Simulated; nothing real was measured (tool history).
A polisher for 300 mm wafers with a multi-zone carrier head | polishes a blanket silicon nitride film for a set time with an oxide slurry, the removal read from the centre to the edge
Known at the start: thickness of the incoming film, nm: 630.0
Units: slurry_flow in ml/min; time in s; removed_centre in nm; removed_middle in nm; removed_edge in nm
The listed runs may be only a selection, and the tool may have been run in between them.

run 1 hour=0.0 | slurry_flow=315 centre_zone=1.00 middle_zone=1.00 edge_zone=1.00 slurry_solids=1.00 time=60 | removed_centre=36.834 removed_middle=35.433 removed_edge=36.068
run 2 hour=4.0 | slurry_flow=315 centre_zone=1.07 middle_zone=1.00 edge_zone=1.00 slurry_solids=1.00 time=60 | removed_centre=39.203 removed_middle=35.861 removed_edge=35.765
run 3 hour=10.6 | slurry_flow=315 centre_zone=1.05 middle_zone=1.01 edge_zone=1.03 slurry_solids=1.10 time=61 | removed_centre=40.131 removed_middle=37.804 removed_edge=37.986
run 4 hour=18.7 | slurry_flow=315 centre_zone=1.01 middle_zone=1.01 edge_zone=1.03 slurry_solids=1.10 time=61 | removed_centre=38.398 removed_middle=38.203 removed_edge=37.727
run 5 hour=21.9 | slurry_flow=315 centre_zone=1.00 middle_zone=0.99 edge_zone=1.05 slurry_solids=1.20 time=63 | removed_centre=40.855 removed_middle=39.758 removed_edge=40.744
run 6 hour=29.8 | slurry_flow=315 centre_zone=1.00 middle_zone=0.91 edge_zone=1.05 slurry_solids=1.20 time=63 | removed_centre=41.779 removed_middle=37.404 removed_edge=41.404
run 7 hour=33.5 | slurry_flow=315 centre_zone=0.99 middle_zone=0.93 edge_zone=1.06 slurry_solids=1.25 time=65 | removed_centre=42.503 removed_middle=39.195 removed_edge=43.534
run 8 hour=39.3 | slurry_flow=315 centre_zone=0.99 middle_zone=0.95 edge_zone=1.07 slurry_solids=1.30 time=66 | removed_centre=44.225 removed_middle=41.289 removed_edge=45.288
run 9 hour=41.1 | slurry_flow=315 centre_zone=0.99 middle_zone=0.95 edge_zone=1.07 slurry_solids=1.30 time=66 | removed_centre=43.193 removed_middle=41.658 removed_edge=44.331

Run 10, settings as shown, results not yet in. Your forecast:
run 10 hour=47.8 | slurry_flow=315 centre_zone=0.99 middle_zone=0.96 edge_zone=1.08 slurry_solids=1.35 time=67 | removed_centre=? removed_middle=? removed_edge=?

removed_centre: 45.705 nm
removed_middle: 43.778 nm
removed_edge: 47.283 nm
